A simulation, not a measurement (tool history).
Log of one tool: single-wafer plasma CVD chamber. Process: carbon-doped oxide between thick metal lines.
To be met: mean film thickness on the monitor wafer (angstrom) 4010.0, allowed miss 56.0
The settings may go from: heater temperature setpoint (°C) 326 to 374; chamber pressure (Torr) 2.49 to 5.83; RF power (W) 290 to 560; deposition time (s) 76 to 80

run,hour,heater temperature setpoint (°C),chamber pressure (Torr),RF power (W),deposition time (s),mean film thickness on the monitor wafer (angstrom)
1,0.0,350,4.16,425,80,3613.6
2,8.6,348,4.37,430,80,3733.8
3,13.6,345,4.43,430,80,3749.1
4,17.4,343,4.56,430,80,3782.8
5,22.7,342,4.68,430,80,3787.2
6,23.8,341,4.81,435,80,3869.2
7,30.7,340,4.88,435,80,3897.4
8,33.2,339,4.93,435,80,3919.7
9,37.8,338,4.97,435,80,3911.5
10,46.7,337,5.02,435,80,3942.6
11,54.2,336,5.05,435,80,3960.3
12,55.2,336,5.07,435,80,3946.8

Which of these 5 next moves meets every target?
A,56.2,364,5.50,490,80,?
B,56.2,344,5.23,435,78,?
C,56.2,335,5.23,440,77,?
D,56.2,343,5.20,435,79,?
E,56.2,334,5.56,435,76,?

move,mean film thickness on the monitor wafer (angstrom)
A,4034.5
B,3802.2
C,3866.5
D,3856.0
E,3832.1
A: meets every target
B: further off than the last run
C: further off than the last run
D: further off than the last run
E: further off than the last run
The right move is A.

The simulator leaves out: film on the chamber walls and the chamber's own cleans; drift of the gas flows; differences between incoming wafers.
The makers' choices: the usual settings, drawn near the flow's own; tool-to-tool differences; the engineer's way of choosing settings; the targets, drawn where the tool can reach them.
